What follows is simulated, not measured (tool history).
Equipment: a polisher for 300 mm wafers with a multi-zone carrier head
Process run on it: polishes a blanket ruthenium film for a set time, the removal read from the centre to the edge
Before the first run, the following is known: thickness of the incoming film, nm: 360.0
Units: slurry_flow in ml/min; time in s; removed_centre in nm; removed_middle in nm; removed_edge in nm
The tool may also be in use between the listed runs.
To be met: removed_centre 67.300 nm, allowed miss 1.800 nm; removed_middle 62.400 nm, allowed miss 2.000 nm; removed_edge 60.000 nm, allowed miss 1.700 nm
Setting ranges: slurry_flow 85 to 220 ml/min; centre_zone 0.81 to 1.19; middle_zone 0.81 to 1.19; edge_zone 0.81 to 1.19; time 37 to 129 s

run,hour,slurry_flow,centre_zone,middle_zone,edge_zone,time,removed_centre,removed_middle,removed_edge
1,0.0,140,1.00,1.00,1.00,83,69.262,71.787,70.519
2,8.3,130,1.01,0.99,0.96,82,68.436,69.008,66.046
3,9.6,130,1.05,0.99,0.96,82,70.628,67.579,67.626
4,14.9,160,1.05,0.99,0.96,82,74.106,74.281,69.622
5,15.9,145,1.05,0.99,0.94,82,73.119,70.804,67.709
6,24.4,135,1.05,0.99,0.92,82,71.729,68.703,67.272
7,27.4,135,1.05,0.99,0.90,81,70.449,69.108,65.489
8,33.3,95,1.09,0.93,0.84,79,63.138,57.648,58.123
9,35.3,100,1.09,0.94,0.84,79,64.845,59.482,60.322
10,43.8,105,1.09,0.95,0.83,78,64.803,60.334,58.289
11,51.8,105,1.09,0.95,0.83,78,65.083,59.990,58.138

Pick the move, out of 4, that brings all results within their allowed miss; only one does.
A,59.8,90,1.13,0.95,0.84,78,?,?,?
B,59.8,105,0.99,0.89,0.85,81,?,?,?
C,59.8,85,1.14,0.94,0.90,79,?,?,?
D,59.8,85,1.15,1.01,0.86,82,?,?,?

move,removed_centre,removed_middle,removed_edge
A,63.274,57.109,56.759
B,60.716,58.862,60.973
C,63.277,56.303,58.242
D,66.292,62.078,59.445
A: further off than the last run
B: further off than the last run
C: further off than the last run
D: in spec on every target
The right move is D.
